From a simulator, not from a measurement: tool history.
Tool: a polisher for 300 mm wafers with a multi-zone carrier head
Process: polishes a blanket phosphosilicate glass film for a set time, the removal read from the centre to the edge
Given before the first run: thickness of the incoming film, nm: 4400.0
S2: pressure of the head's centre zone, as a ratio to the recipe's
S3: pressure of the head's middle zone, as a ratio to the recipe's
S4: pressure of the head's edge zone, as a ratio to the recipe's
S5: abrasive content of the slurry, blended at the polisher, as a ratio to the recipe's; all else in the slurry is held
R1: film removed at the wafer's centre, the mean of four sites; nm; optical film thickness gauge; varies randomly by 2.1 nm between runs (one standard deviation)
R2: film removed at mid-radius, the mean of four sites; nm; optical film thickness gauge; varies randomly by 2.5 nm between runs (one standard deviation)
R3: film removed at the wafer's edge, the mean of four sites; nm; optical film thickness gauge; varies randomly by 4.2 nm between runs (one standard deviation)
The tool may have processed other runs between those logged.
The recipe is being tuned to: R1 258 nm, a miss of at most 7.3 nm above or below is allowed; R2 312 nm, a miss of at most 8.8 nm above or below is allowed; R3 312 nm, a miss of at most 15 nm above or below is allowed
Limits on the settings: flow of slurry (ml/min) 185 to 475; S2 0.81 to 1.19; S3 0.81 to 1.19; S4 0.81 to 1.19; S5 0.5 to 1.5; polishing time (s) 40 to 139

{"run": 1, "hour": 0.0, "flow of slurry (ml/min)": 305, "S2": 1, "S3": 1, "S4": 1, "S5": 1, "polishing time (s)": 89, "R1": 631.43, "R2": 584.58, "R3": 565.16}
{"run": 2, "hour": 2.6, "flow of slurry (ml/min)": 285, "S2": 0.95, "S3": 1.02, "S4": 1.04, "S5": 0.85, "polishing time (s)": 79, "R1": 496.03, "R2": 486.56, "R3": 486.83}
{"run": 3, "hour": 6.8, "flow of slurry (ml/min)": 285, "S2": 0.95, "S3": 1.02, "S4": 0.99, "S5": 0.85, "polishing time (s)": 79, "R1": 492.13, "R2": 493.28, "R3": 462.41}
{"run": 4, "hour": 13.0, "flow of slurry (ml/min)": 285, "S2": 0.95, "S3": 1.02, "S4": 1.04, "S5": 0.85, "polishing time (s)": 79, "R1": 490.07, "R2": 500.03, "R3": 475.51}
{"run": 5, "hour": 17.6, "flow of slurry (ml/min)": 220, "S2": 0.95, "S3": 1.02, "S4": 1.04, "S5": 0.85, "polishing time (s)": 79, "R1": 479.24, "R2": 480.3, "R3": 481.04}
{"run": 6, "hour": 20.2, "flow of slurry (ml/min)": 220, "S2": 0.95, "S3": 1.02, "S4": 0.97, "S5": 0.85, "polishing time (s)": 79, "R1": 481.86, "R2": 479.06, "R3": 456.3}
{"run": 7, "hour": 21.3, "flow of slurry (ml/min)": 210, "S2": 0.91, "S3": 1.03, "S4": 1, "S5": 0.75, "polishing time (s)": 72, "R1": 393, "R2": 425.39, "R3": 400.96}
{"run": 8, "hour": 29.3, "flow of slurry (ml/min)": 205, "S2": 0.88, "S3": 1.02, "S4": 1.02, "S5": 0.7, "polishing time (s)": 69, "R1": 361, "R2": 382.49, "R3": 380.24}
{"run": 9, "hour": 34.1, "flow of slurry (ml/min)": 205, "S2": 0.88, "S3": 1.02, "S4": 1.02, "S5": 0.7, "polishing time (s)": 69, "R1": 354.79, "R2": 382.97, "R3": 372.14}
{"run": 10, "hour": 38.6, "flow of slurry (ml/min)": 200, "S2": 0.86, "S3": 1.03, "S4": 1.05, "S5": 0.65, "polishing time (s)": 66, "R1": 320.03, "R2": 356.44, "R3": 351.32}
{"run": 11, "hour": 46.7, "flow of slurry (ml/min)": 195, "S2": 0.85, "S3": 1.04, "S4": 1.07, "S5": 0.6, "polishing time (s)": 65, "R1": 300.45, "R2": 346.53, "R3": 340.66}
{"run": 12, "hour": 54.3, "flow of slurry (ml/min)": 195, "S2": 0.84, "S3": 1.04, "S4": 1.08, "S5": 0.55, "polishing time (s)": 64, "R1": 285.07, "R2": 325.78, "R3": 315.22}
{"run": 13, "hour": 60.2, "flow of slurry (ml/min)": 190, "S2": 0.83, "S3": 1.05, "S4": 1.11, "S5": 0.55, "polishing time (s)": 64, "R1": 278.3, "R2": 323.93, "R3": 319.76}
{"run": 14, "hour": 62.5, "flow of slurry (ml/min)": 190, "S2": 0.82, "S3": 1.06, "S4": 1.13, "S5": 0.55, "polishing time (s)": 64, "R1": 272.45, "R2": 333.67, "R3": 328.47}

Which single option among these 5 for the next run brings every result within its allowed miss of target? Just one does.
{"run": "A", "hour": 64.8, "flow of slurry (ml/min)": 210, "S2": 0.91, "S3": 1.11, "S4": 1.03, "S5": 0.5, "polishing time (s)": 65, "R1": "?", "R2": "?", "R3": "?"}
{"run": "B", "hour": 64.8, "flow of slurry (ml/min)": 185, "S2": 0.81, "S3": 1.05, "S4": 1.11, "S5": 0.6, "polishing time (s)": 59, "R1": "?", "R2": "?", "R3": "?"}
{"run": "C", "hour": 64.8, "flow of slurry (ml/min)": 275, "S2": 0.81, "S3": 1.01, "S4": 1.14, "S5": 0.55, "polishing time (s)": 64, "R1": "?", "R2": "?", "R3": "?"}
{"run": "D", "hour": 64.8, "flow of slurry (ml/min)": 210, "S2": 0.86, "S3": 1.02, "S4": 1.13, "S5": 0.55, "polishing time (s)": 60, "R1": "?", "R2": "?", "R3": "?"}
{"run": "E", "hour": 64.8, "flow of slurry (ml/min)": 210, "S2": 0.82, "S3": 1.11, "S4": 1.03, "S5": 0.5, "polishing time (s)": 69, "R1": "?", "R2": "?", "R3": "?"}

move=A R1=302.59 R2=337.4 R3=304.85
move=B R1=260.7 R2=312.24 R3=308.2
move=C R1=283.93 R2=327.78 R3=336.02
move=D R1=274.99 R2=302.16 R3=307.69
move=E R1=289.38 R2=358.35 R3=323.62
A: the biggest miss grows against the last run
B: all results in spec
C: the biggest miss grows against the last run
D: carries the result that was furthest off beyond its target, to the other side
E: the biggest miss grows against the last run
The right move is B.

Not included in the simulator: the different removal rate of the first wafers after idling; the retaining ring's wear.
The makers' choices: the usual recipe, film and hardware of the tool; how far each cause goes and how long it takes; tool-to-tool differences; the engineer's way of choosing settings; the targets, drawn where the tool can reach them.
